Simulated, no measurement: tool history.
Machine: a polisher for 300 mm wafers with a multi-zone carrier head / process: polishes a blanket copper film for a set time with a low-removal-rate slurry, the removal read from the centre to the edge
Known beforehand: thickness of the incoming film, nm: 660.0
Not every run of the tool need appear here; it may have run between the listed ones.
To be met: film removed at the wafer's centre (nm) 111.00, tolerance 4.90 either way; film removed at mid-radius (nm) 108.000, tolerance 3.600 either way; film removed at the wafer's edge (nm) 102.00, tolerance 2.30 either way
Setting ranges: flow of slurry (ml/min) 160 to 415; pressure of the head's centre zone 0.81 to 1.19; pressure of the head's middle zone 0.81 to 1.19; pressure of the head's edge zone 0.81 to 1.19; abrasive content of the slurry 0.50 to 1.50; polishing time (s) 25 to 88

run,day,flow of slurry (ml/min),pressure of the head's centre zone,pressure of the head's middle zone,pressure of the head's edge zone,abrasive content of the slurry,polishing time (s),film removed at the wafer's centre (nm),film removed at mid-radius (nm),film removed at the wafer's edge (nm)
1,0.000,265,1.00,1.00,1.00,1.00,56,174.69,169.770,176.93
2,0.062,265,1.00,1.00,0.96,0.90,51,155.43,152.750,153.96
3,0.112,230,1.00,1.00,0.96,0.90,51,154.82,151.100,152.23
4,0.458,225,1.00,0.99,0.93,0.80,48,137.61,137.330,138.21
5,0.596,225,1.02,0.99,0.90,0.75,45,131.26,128.930,125.98
6,0.800,225,1.03,0.98,0.88,0.70,44,129.02,123.350,121.22
7,1.012,220,1.03,0.98,0.86,0.65,43,122.30,115.700,114.73
8,1.129,215,1.03,0.99,0.85,0.60,42,121.63,115.380,108.75
9,1.383,195,0.96,0.94,0.81,0.50,41,104.90,99.850,100.03
10,1.492,205,0.97,0.95,0.81,0.50,41,101.95,102.170,101.54
11,1.792,205,0.99,0.96,0.81,0.50,41,108.73,103.930,102.22

Next run, 5 choices. One meets every target within its allowed miss, the rest don't. Which?
A,2.092,285,0.97,0.86,0.86,0.55,39,?,?,?
B,2.092,340,0.95,0.92,0.88,0.50,39,?,?,?
C,2.092,165,1.03,0.93,0.85,0.50,42,?,?,?
D,2.092,255,1.05,0.86,0.89,0.50,40,?,?,?
E,2.092,245,1.02,1.01,0.82,0.60,39,?,?,?

move,film removed at the wafer's centre (nm),film removed at mid-radius (nm),film removed at the wafer's edge (nm)
A,106.93,94.815,104.07
B,105.00,100.340,104.54
C,110.27,99.013,103.44
D,115.25,94.430,105.37
E,112.16,108.180,102.27
A: its largest miss is bigger than the last run's
B: its largest miss is bigger than the last run's
C: its largest miss is bigger than the last run's
D: its largest miss is bigger than the last run's
E: every result lands within tolerance
The right move is E.

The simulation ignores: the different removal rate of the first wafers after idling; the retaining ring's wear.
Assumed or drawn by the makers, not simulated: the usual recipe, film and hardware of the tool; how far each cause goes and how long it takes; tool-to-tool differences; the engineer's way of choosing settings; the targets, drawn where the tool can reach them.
